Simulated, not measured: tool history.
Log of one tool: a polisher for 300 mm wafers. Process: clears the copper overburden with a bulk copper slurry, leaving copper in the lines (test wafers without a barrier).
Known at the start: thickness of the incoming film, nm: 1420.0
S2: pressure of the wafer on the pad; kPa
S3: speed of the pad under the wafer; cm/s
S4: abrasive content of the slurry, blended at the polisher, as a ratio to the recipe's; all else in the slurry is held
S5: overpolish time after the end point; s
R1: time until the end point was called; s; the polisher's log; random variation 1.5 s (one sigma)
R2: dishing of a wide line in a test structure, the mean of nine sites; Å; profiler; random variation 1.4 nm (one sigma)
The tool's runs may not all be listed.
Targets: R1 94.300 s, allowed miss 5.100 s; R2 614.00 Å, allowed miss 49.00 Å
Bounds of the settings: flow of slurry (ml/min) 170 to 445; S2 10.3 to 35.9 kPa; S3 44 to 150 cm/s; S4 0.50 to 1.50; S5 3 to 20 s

Run 1, day 0.000: flow of slurry (ml/min) 285, S2 22.8 kPa, S3 96 cm/s, S4 1.00, S5 10 s. Result: R1 160.800 s, R2 430.52 Å.
Run 2, day 0.292: flow of slurry (ml/min) 285, S2 22.8 kPa, S3 96 cm/s, S4 1.00, S5 12 s. Result: R1 161.540 s, R2 476.28 Å.
Run 3, day 0.325: flow of slurry (ml/min) 285, S2 18.6 kPa, S3 96 cm/s, S4 1.00, S5 12 s. Result: R1 189.580 s, R2 438.90 Å.
Run 4, day 0.654: flow of slurry (ml/min) 285, S2 13.8 kPa, S3 96 cm/s, S4 1.00, S5 12 s. Result: R1 257.120 s, R2 358.36 Å.
Run 5, day 0.683: flow of slurry (ml/min) 285, S2 13.8 kPa, S3 96 cm/s, S4 1.10, S5 12 s. Result: R1 249.990 s, R2 365.73 Å.
Run 6, day 0.917: flow of slurry (ml/min) 285, S2 13.8 kPa, S3 96 cm/s, S4 1.30, S5 12 s. Result: R1 245.910 s, R2 367.49 Å.
Run 7, day 1.121: flow of slurry (ml/min) 285, S2 18.6 kPa, S3 98 cm/s, S4 1.30, S5 12 s. Result: R1 184.510 s, R2 444.81 Å.
Run 8, day 1.288: flow of slurry (ml/min) 285, S2 22.1 kPa, S3 100 cm/s, S4 1.30, S5 11 s. Result: R1 150.710 s, R2 455.11 Å.
Run 9, day 1.417: flow of slurry (ml/min) 285, S2 24.1 kPa, S3 100 cm/s, S4 1.30, S5 11 s. Result: R1 141.280 s, R2 501.82 Å.
Run 10, day 1.579: flow of slurry (ml/min) 285, S2 26.2 kPa, S3 100 cm/s, S4 1.30, S5 11 s. Result: R1 130.240 s, R2 515.18 Å.
Run 11, day 1.775: flow of slurry (ml/min) 285, S2 28.3 kPa, S3 100 cm/s, S4 1.30, S5 11 s. Result: R1 118.350 s, R2 519.75 Å.
Run 12, day 1.917: flow of slurry (ml/min) 285, S2 29.6 kPa, S3 100 cm/s, S4 1.30, S5 11 s. Result: R1 114.210 s, R2 553.00 Å.

5 next moves are on the table. One of them brings every result within its allowed miss. Which?
Run A, day 2.058: flow of slurry (ml/min) 270, S2 32.4 kPa, S3 114 cm/s, S4 1.25, S5 8 s. Result: R1 ?, R2 ?.
Run B, day 2.058: flow of slurry (ml/min) 295, S2 29.0 kPa, S3 140 cm/s, S4 1.30, S5 14 s. Result: R1 ?, R2 ?.
Run C, day 2.058: flow of slurry (ml/min) 300, S2 24.8 kPa, S3 108 cm/s, S4 1.30, S5 8 s. Result: R1 ?, R2 ?.
Run D, day 2.058: flow of slurry (ml/min) 275, S2 31.7 kPa, S3 112 cm/s, S4 1.40, S5 12 s. Result: R1 ?, R2 ?.
Run E, day 2.058: flow of slurry (ml/min) 215, S2 30.3 kPa, S3 98 cm/s, S4 1.30, S5 12 s. Result: R1 ?, R2 ?.

move       R1      R2
   A   93.491  522.47
   B   84.145  633.44
   C  125.720  446.29
   D   95.345  599.09
   E  118.180  557.69
A: brings the result that was furthest off to its target, and leaves another outside
B: takes the result that was furthest off past its target
C: further off than the last run
D: meets every target
E: further off than the last run
Move D is the one to make.

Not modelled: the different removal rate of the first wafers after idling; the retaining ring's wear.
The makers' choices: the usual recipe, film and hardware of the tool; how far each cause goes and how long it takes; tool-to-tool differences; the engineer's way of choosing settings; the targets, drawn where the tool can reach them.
